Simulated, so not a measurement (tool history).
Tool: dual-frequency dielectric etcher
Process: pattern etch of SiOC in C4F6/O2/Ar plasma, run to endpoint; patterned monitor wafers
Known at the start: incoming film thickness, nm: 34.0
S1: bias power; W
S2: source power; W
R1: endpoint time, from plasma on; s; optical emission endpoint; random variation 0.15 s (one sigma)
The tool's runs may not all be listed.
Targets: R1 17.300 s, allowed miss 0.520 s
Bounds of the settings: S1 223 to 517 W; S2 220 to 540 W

run 1 day=0.000 | S1=370 S2=380 | R1=14.678
run 2 day=0.204 | S1=347 S2=370 | R1=15.183
run 3 day=0.396 | S1=404 S2=370 | R1=14.717
run 4 day=0.612 | S1=352 S2=370 | R1=15.146
run 5 day=0.971 | S1=376 S2=370 | R1=14.602
run 6 day=1.075 | S1=351 S2=350 | R1=15.321
run 7 day=1.379 | S1=334 S2=330 | R1=15.783
run 8 day=1.521 | S1=320 S2=320 | R1=16.347
run 9 day=1.775 | S1=311 S2=310 | R1=16.461

4 next moves are on the table. One of them brings every result within its allowed miss. Which?
run A day=2.029 | S1=264 S2=260 | R1=?
run B day=2.029 | S1=281 S2=290 | R1=?
run C day=2.029 | S1=269 S2=350 | R1=?
run D day=2.029 | S1=317 S2=380 | R1=?

move=A R1=18.330
move=B R1=17.317
move=C R1=16.357
move=D R1=15.165
A: takes the result that was furthest off past its target
B: meets every target
C: further off than the last run
D: further off than the last run
The right move is B.
